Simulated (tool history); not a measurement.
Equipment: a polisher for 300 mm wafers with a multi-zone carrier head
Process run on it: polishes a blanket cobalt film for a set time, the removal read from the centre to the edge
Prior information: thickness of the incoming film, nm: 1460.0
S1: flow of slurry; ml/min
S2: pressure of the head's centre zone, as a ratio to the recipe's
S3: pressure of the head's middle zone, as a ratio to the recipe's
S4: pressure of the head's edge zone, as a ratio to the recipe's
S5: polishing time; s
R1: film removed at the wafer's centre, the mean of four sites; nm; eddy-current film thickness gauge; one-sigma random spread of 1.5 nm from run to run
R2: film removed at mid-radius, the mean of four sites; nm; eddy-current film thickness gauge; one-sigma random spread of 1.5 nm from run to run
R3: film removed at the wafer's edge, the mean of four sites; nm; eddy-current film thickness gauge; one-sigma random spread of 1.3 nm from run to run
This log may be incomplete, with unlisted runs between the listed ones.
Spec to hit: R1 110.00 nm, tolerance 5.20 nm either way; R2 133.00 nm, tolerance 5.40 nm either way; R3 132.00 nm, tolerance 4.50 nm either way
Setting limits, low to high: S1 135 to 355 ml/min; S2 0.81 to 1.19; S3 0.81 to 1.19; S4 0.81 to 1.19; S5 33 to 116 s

run	hour	S1	S2	S3	S4	S5	R1	R2	R3
1	0.0	225	1.00	1.00	1.00	74	193.46	188.13	195.74
2	1.8	220	0.96	1.00	0.99	69	170.69	177.40	183.46
3	3.7	220	0.96	1.00	0.99	81	198.11	206.34	219.48
4	6.6	215	0.94	1.00	0.98	74	176.07	186.87	190.17
5	14.1	205	0.91	0.99	0.98	70	163.49	178.93	184.19
6	16.4	205	0.97	0.99	0.98	70	174.94	176.60	184.52
7	22.6	205	0.94	0.99	0.97	65	155.11	165.04	171.63
8	27.9	205	0.93	0.99	0.96	61	148.64	155.34	157.17
# hour 30.4: slurry nozzle cleaned
9	30.4	200	0.91	0.99	0.96	59	141.93	150.98	153.63
10	35.7	190	0.89	0.99	0.96	57	132.93	147.30	151.25

Which one of the following 4 next-run settings gets every result inside its allowed miss? There is exactly one.
A	41.0	135	0.87	1.03	0.94	52	?	?	?
B	41.0	135	1.01	0.82	1.12	64	?	?	?
C	41.0	215	0.98	0.95	0.86	65	?	?	?
D	41.0	295	0.92	1.05	0.85	49	?	?	?

move	R1	R2	R3
A	112.95	128.85	131.01
B	161.34	131.04	176.03
C	171.61	160.89	165.39
D	126.12	136.57	127.06
A: each result inside its tolerance
B: the biggest miss grows against the last run
C: the biggest miss grows against the last run
D: moves toward the targets from the last run without getting all of them in spec
Answer: A
